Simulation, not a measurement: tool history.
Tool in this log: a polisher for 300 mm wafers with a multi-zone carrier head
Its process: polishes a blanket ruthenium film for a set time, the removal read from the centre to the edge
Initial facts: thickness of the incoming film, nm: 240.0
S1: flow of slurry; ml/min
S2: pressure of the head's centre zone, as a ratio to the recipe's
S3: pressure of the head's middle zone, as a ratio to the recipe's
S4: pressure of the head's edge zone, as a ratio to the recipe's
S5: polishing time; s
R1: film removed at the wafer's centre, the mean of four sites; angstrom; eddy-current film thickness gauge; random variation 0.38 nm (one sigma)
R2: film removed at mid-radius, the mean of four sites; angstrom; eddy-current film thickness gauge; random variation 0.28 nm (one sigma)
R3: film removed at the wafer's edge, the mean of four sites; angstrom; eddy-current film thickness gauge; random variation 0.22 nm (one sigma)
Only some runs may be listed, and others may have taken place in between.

run  hour   S1    S2    S3    S4  S5      R1      R2      R3
  1   0.0  315  1.00  1.00  1.00  47  586.82  560.19  581.90
  2   5.6  315  1.00  1.06  1.00  47  601.53  588.48  583.66
  3   9.5  310  0.97  1.04  0.95  40  490.63  498.77  483.96
  4  13.9  310  0.97  1.07  0.95  40  494.65  510.73  485.04
  5  21.6  280  0.97  1.07  0.95  40  481.75  496.78  480.65
  6  23.4  295  0.95  1.04  0.92  35  417.77  429.52  416.85
  7  27.6  305  0.93  1.02  0.89  33  380.35  393.65  389.31
  8  33.0  310  0.92  1.02  0.87  32  374.05  392.56  374.16
  9  41.6  310  0.92  1.02  0.87  32  374.08  389.14  370.57

What does the tool deliver on the next run?
 10  47.7  305  0.90  1.00  0.85  32   ?   ?   ?

{"run 10": {"R1": 353.9, "R2": 387.61, "R3": 367.24}}

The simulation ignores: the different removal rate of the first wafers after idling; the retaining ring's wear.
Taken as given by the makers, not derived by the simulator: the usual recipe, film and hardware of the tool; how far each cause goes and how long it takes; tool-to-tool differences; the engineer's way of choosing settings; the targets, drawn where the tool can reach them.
